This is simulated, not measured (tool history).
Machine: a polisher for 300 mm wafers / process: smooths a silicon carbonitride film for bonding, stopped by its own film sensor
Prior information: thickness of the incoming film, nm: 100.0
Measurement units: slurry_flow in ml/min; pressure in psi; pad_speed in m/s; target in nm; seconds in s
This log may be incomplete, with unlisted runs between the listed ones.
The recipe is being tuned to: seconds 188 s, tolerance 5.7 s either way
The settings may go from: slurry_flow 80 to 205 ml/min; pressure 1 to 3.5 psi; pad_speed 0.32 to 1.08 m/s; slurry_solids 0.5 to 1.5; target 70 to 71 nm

| run | hour | slurry_flow | pressure | pad_speed | slurry_solids | target | seconds |
|---|---|---|---|---|---|---|---|
| 1 | 0 | 135 | 2.2 | 0.7 | 1 | 71 | 144.5 |
| 2 | 2.7 | 130 | 2.1 | 0.7 | 1 | 71 | 153.69 |
| 3 | 9.9 | 155 | 2.1 | 0.7 | 1 | 71 | 146.24 |
| 4 | 13.9 | 145 | 2 | 0.7 | 1 | 71 | 155.02 |
| 5 | 16.2 | 145 | 2.5 | 0.7 | 1 | 71 | 125.93 |
| 6 | 21.3 | 140 | 2.3 | 0.7 | 1 | 71 | 137.68 |
| 7 | 22.5 | 135 | 2.2 | 0.7 | 1 | 71 | 143.08 |
| 8 | 29.1 | 135 | 2.1 | 0.7 | 1 | 71 | 148.9 |
| 9 | 35 | 135 | 2 | 0.7 | 1 | 71 | 157.15 |
| 10 | 38.5 | 135 | 2 | 0.7 | 1 | 71 | 155.35 |
| 11 | 46.9 | 110 | 1.6 | 0.7 | 1 | 71 | 198.96 |
| 12 | 52.1 | 115 | 1.6 | 0.7 | 1 | 71 | 195.98 |
| 13 | 57.9 | 120 | 1.6 | 0.7 | 1 | 71 | 198.57 |

Exercise: of the 5 proposed moves below, exactly one satisfies all targets within the stated allowed misses. Which move is it?
| A | 63.7 | 125 | 1.4 | 0.8 | 0.95 | 70 | ? |
| B | 63.7 | 135 | 1.7 | 0.7 | 1 | 70 | ? |
| C | 63.7 | 110 | 1.5 | 0.72 | 0.95 | 71 | ? |
| D | 63.7 | 110 | 1.8 | 0.72 | 0.85 | 70 | ? |
| E | 63.7 | 110 | 1.6 | 0.78 | 1.15 | 71 | ? |

| move | seconds |
|---|---|
| A | 202.64 |
| B | 183.16 |
| C | 206.71 |
| D | 194.86 |
| E | 166.53 |
A: moves away from the targets compared with the last run
B: meets every target
C: moves away from the targets compared with the last run
D: closer than the last run, but not yet in spec
E: moves the result that the last run missed by most past its target, out the other side
Answer: B
